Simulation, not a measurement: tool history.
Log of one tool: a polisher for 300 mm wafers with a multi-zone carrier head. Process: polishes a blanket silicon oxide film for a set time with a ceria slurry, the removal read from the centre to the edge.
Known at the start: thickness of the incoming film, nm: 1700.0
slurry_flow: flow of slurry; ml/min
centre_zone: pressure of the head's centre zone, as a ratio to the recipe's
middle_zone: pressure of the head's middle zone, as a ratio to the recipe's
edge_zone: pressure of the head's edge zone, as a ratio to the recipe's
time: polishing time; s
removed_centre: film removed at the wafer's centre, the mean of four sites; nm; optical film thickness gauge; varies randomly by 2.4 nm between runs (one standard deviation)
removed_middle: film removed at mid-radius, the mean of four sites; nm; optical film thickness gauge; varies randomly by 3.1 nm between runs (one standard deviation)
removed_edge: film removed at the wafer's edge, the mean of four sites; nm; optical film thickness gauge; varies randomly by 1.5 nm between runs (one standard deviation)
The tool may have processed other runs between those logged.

run	hour	slurry_flow	centre_zone	middle_zone	edge_zone	time	removed_centre	removed_middle	removed_edge
1	0.0	130	1.00	1.00	1.00	69	385.04	387.95	373.49
2	4.3	130	1.05	1.00	1.00	69	408.68	391.86	376.74
3	12.0	105	1.05	1.00	1.00	69	386.10	364.20	363.39
4	16.0	105	1.01	1.02	0.96	63	346.26	341.39	324.55
5	16.9	100	0.96	1.04	0.94	59	296.31	325.80	300.68
6	24.8	100	0.96	1.04	0.87	59	299.88	327.42	286.81
7	26.2	100	0.94	1.04	0.86	56	276.75	310.27	272.13
8	29.4	100	0.93	1.04	0.85	54	270.69	302.59	261.41

Estimate the outcome of run 9 from the log above:
9	36.1	95	0.91	1.04	0.84	53	?	?	?

removed_centre: 254.74 nm
removed_middle: 285.48 nm
removed_edge: 249.72 nm
